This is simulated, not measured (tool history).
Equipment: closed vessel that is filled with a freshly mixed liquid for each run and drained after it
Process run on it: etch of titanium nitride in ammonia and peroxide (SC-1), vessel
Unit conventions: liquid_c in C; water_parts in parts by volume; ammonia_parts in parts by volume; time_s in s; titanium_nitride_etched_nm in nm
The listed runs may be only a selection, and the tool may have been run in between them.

{"run": 1, "hour": 0.0, "liquid_c": 46.0, "water_parts": 21.5, "ammonia_parts": 0.5, "time_s": 375, "titanium_nitride_etched_nm": 12.161}
{"run": 2, "hour": 1.1, "liquid_c": 46.0, "water_parts": 21.5, "ammonia_parts": 0.55, "time_s": 375, "titanium_nitride_etched_nm": 12.531}
{"run": 3, "hour": 5.5, "liquid_c": 46.0, "water_parts": 28.0, "ammonia_parts": 0.55, "time_s": 375, "titanium_nitride_etched_nm": 10.872}
{"run": 4, "hour": 6.6, "liquid_c": 46.0, "water_parts": 28.0, "ammonia_parts": 0.55, "time_s": 375, "titanium_nitride_etched_nm": 10.724}
{"run": 5, "hour": 10.4, "liquid_c": 46.0, "water_parts": 28.0, "ammonia_parts": 0.4, "time_s": 375, "titanium_nitride_etched_nm": 10.155}
{"run": 6, "hour": 18.2, "liquid_c": 52.5, "water_parts": 28.0, "ammonia_parts": 0.4, "time_s": 375, "titanium_nitride_etched_nm": 15.978}
{"run": 7, "hour": 24.9, "liquid_c": 54.0, "water_parts": 28.0, "ammonia_parts": 0.4, "time_s": 375, "titanium_nitride_etched_nm": 17.776}
{"run": 8, "hour": 33.1, "liquid_c": 55.0, "water_parts": 28.0, "ammonia_parts": 0.4, "time_s": 375, "titanium_nitride_etched_nm": 19.08}
{"run": 9, "hour": 38.3, "liquid_c": 56.0, "water_parts": 28.0, "ammonia_parts": 0.4, "time_s": 375, "titanium_nitride_etched_nm": 20.352}

What does the tool deliver on the next run?
{"run": 10, "hour": 40.4, "liquid_c": 56.5, "water_parts": 28.0, "ammonia_parts": 0.4, "time_s": 375, "titanium_nitride_etched_nm": "?"}

Logged for run 10: titanium_nitride_etched_nm 20.817 nm.
